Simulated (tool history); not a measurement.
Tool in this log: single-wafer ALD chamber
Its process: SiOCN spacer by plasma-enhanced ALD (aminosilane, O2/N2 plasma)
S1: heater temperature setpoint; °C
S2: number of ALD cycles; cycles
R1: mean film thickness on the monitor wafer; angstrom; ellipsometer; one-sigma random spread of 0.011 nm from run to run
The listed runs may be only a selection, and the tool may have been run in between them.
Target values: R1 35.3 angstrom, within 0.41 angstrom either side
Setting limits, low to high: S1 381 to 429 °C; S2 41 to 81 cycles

{"run": 1, "hour": 0.0, "S1": 405, "S2": 61, "R1": 37.979}
{"run": 2, "hour": 6.2, "S1": 410, "S2": 61, "R1": 37.23}
{"run": 3, "hour": 15.1, "S1": 403, "S2": 61, "R1": 38.144}
{"run": 4, "hour": 16.5, "S1": 410, "S2": 61, "R1": 37.256}
{"run": 5, "hour": 22.2, "S1": 410, "S2": 68, "R1": 41.558}
{"run": 6, "hour": 29.5, "S1": 415, "S2": 66, "R1": 39.814}
{"run": 7, "hour": 38.2, "S1": 418, "S2": 64, "R1": 38.22}
{"run": 8, "hour": 41.5, "S1": 421, "S2": 63, "R1": 36.95}
{"run": 9, "hour": 43.9, "S1": 423, "S2": 63, "R1": 36.945}
{"run": 10, "hour": 49.9, "S1": 424, "S2": 62, "R1": 36.045}
{"run": 11, "hour": 57.4, "S1": 425, "S2": 62, "R1": 35.937}
{"run": 12, "hour": 60.9, "S1": 426, "S2": 62, "R1": 35.989}
{"run": 13, "hour": 65.4, "S1": 427, "S2": 62, "R1": 35.813}

4 next moves are on the table. One of them brings every result within its allowed miss. Which?
{"run": "A", "hour": 69.9, "S1": 423, "S2": 63, "R1": "?"}
{"run": "B", "hour": 69.9, "S1": 424, "S2": 62, "R1": "?"}
{"run": "C", "hour": 69.9, "S1": 423, "S2": 59, "R1": "?"}
{"run": "D", "hour": 69.9, "S1": 429, "S2": 62, "R1": "?"}

move=A R1=36.838
move=B R1=36.119
move=C R1=34.499
move=D R1=35.448
A: its largest miss is bigger than the last run's
B: its largest miss is bigger than the last run's
C: takes the result that was furthest off past its target
D: each result inside its tolerance
The move that meets every target is D.
